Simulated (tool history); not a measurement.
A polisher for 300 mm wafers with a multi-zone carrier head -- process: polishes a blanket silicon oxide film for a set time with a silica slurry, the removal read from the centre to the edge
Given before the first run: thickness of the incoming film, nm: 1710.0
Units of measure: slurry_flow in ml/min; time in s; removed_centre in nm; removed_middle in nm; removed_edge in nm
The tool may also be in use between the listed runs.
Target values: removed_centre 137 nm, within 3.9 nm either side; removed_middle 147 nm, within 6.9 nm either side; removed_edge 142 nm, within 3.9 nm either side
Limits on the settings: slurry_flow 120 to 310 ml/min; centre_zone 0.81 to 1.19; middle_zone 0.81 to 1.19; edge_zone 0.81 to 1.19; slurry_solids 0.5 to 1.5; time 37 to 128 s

run	hour	slurry_flow	centre_zone	middle_zone	edge_zone	slurry_solids	time	removed_centre	removed_middle	removed_edge
1	0	200	1	1	1	1	82	252.24	248.6	256.44
2	5.3	200	1	1	1	1	64	198.97	191.15	200.14
3	10.5	200	1	1	1	1	78	237.41	232.48	243.87
4	18.4	200	1	1	0.97	1	78	240.54	240.27	245.08
5	19	200	1	1.01	0.97	0.95	75	227.8	218.95	228.1
6	23	200	0.98	1.03	0.95	0.9	72	209	214.61	213.12
7	24.5	200	0.97	1.03	0.94	0.85	70	195.75	204.5	198.19
8	29.4	200	0.96	1.02	0.93	0.8	69	185.26	193.54	191.12
9	34.1	200	0.96	1.02	0.92	0.75	68	178.24	182.16	181.35
10	36.5	200	0.96	1.02	0.92	0.75	68	174.41	183.3	180.18

Pick the move, out of 5, that brings all results within their allowed miss; only one does.
A	38.9	230	1.01	1.09	0.95	0.7	54	?	?	?
B	38.9	205	0.96	1.09	0.95	0.7	54	?	?	?
C	38.9	300	0.94	1.17	0.81	0.65	55	?	?	?
D	38.9	140	0.92	1.04	0.92	1.05	81	?	?	?
E	38.9	210	0.87	1.19	0.89	0.7	59	?	?	?

move	removed_centre	removed_middle	removed_edge
A	145.1	148.01	143.35
B	136.07	146.32	142.1
C	136.37	154.52	133.44
D	222.95	246.04	243.62
E	135.05	167.54	150.81
A: brings the result that was furthest off to its target, and leaves another outside
B: all results in spec
C: takes the result that was furthest off past its target
D: its largest miss is bigger than the last run's
E: closer than the last run, but not yet in spec
Move B is the one to make.
